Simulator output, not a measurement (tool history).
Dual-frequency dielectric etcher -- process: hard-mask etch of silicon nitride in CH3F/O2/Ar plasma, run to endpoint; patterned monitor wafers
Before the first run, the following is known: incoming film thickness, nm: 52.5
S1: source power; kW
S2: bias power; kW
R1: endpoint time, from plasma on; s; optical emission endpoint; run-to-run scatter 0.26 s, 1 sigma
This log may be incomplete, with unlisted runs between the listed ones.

run,hour,S1,S2,R1
1,0,0.55,0.098,64.077
2,0.8,0.57,0.099,62.951
3,8.7,0.59,0.099,61.737
4,12.5,0.59,0.107,60.358
5,18.7,0.6,0.107,60.572
6,23.3,0.61,0.108,59.332
7,31.8,0.62,0.108,59.099
8,33.5,0.63,0.108,58.359
9,37.1,0.64,0.108,58.239

Run 10 has not been measured yet. What should we expect?
10,40.7,0.65,0.108,?

{"run 10": {"R1": 57.823}}
